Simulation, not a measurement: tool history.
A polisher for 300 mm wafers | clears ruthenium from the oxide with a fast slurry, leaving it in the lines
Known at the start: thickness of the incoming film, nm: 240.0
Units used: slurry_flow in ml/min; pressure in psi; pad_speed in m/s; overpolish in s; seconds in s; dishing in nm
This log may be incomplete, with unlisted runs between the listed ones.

Run 1, hour 0: slurry_flow 200 ml/min, pressure 3.2 psi, pad_speed 0.92 m/s, slurry_solids 1, overpolish 19 s. Result: seconds 54.662 s, dishing 59.543 nm.
Run 2, hour 4.3: slurry_flow 200 ml/min, pressure 2.7 psi, pad_speed 0.92 m/s, slurry_solids 1, overpolish 19 s. Result: seconds 64.641 s, dishing 48.707 nm.
Run 3, hour 9: slurry_flow 200 ml/min, pressure 2.7 psi, pad_speed 0.92 m/s, slurry_solids 1, overpolish 20 s. Result: seconds 64.765 s, dishing 52.98 nm.
Run 4, hour 15.1: slurry_flow 200 ml/min, pressure 3 psi, pad_speed 0.92 m/s, slurry_solids 1, overpolish 20 s. Result: seconds 59.715 s, dishing 55.507 nm.
Run 5, hour 23.2: slurry_flow 200 ml/min, pressure 2.4 psi, pad_speed 0.92 m/s, slurry_solids 1, overpolish 20 s. Result: seconds 75.198 s, dishing 47.954 nm.
Run 6, hour 30.8: slurry_flow 200 ml/min, pressure 2.4 psi, pad_speed 1.02 m/s, slurry_solids 1, overpolish 20 s. Result: seconds 69.131 s, dishing 51.319 nm.

Estimate the outcome of run 7 from the log above:
Run 7, hour 31.7: slurry_flow 200 ml/min, pressure 2.4 psi, pad_speed 1.04 m/s, slurry_solids 1, overpolish 22 s. Result: seconds ?, dishing ?.

seconds: 68.502 s
dishing: 55.562 nm

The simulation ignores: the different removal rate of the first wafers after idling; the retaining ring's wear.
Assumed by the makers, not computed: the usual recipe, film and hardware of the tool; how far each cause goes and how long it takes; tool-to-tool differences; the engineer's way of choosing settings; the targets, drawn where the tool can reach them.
